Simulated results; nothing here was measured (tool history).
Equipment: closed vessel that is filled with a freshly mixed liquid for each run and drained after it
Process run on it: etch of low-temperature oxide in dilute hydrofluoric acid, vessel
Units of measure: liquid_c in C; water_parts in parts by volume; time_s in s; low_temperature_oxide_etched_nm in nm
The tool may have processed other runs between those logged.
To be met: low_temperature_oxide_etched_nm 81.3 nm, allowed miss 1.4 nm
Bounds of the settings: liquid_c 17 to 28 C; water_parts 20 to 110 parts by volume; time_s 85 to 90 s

run	hour	liquid_c	water_parts	time_s	low_temperature_oxide_etched_nm
1	0	20	60	85	33.734
2	4.1	20	70	85	28.703
3	11.4	20	80	85	25.014
4	19.6	20	80	85	24.792
5	27.2	22.5	80	85	27.536
6	36	22.5	65	85	34.5
7	37.2	22.5	65	85	34.443
8	45.7	23.5	55	85	43.423
9	49.7	24.5	50	85	49.533
10	58.3	25	45	85	56.751

Exactly one of the 5 candidate moves below puts every result within its allowed miss. Which one?
A	66.9	21	60	90	?
B	66.9	26	35	90	?
C	66.9	27	40	90	?
D	66.9	25.5	40	90	?
E	66.9	26	40	90	?

move	low_temperature_oxide_etched_nm
A	37.159
B	80.973
C	73.275
D	68.927
E	70.353
A: its largest miss is bigger than the last run's
B: every result lands within tolerance
C: nearer than the last run, and not there yet
D: nearer than the last run, and not there yet
E: nearer than the last run, and not there yet
Move B is the one to make.
